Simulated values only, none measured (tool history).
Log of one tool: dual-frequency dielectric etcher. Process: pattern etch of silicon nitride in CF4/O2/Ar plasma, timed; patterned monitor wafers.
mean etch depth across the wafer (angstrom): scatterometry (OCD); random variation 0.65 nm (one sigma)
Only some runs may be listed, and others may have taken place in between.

run,hour,source power (kW),bias power (kW),Ar flow (sccm),CF4 flow (sccm),etch time (s),mean etch depth across the wafer (angstrom)
1,0.0,0.440,0.059,139,73,74.5,1303.3
2,7.2,0.520,0.059,139,73,74.5,1525.3
3,14.5,0.480,0.059,139,73,74.5,1417.2
4,18.9,0.480,0.059,139,73,74.5,1428.0
5,21.7,0.480,0.059,139,84,74.5,1459.5
6,26.8,0.440,0.059,139,84,74.5,1327.7
7,32.1,0.420,0.059,139,84,74.5,1290.8
8,35.8,0.400,0.059,139,84,74.5,1209.9

Predict the results of run 9:
9,42.5,0.390,0.059,139,84,74.5,?

{"run 9": {"mean etch depth across the wafer (angstrom)": 1203.1}}
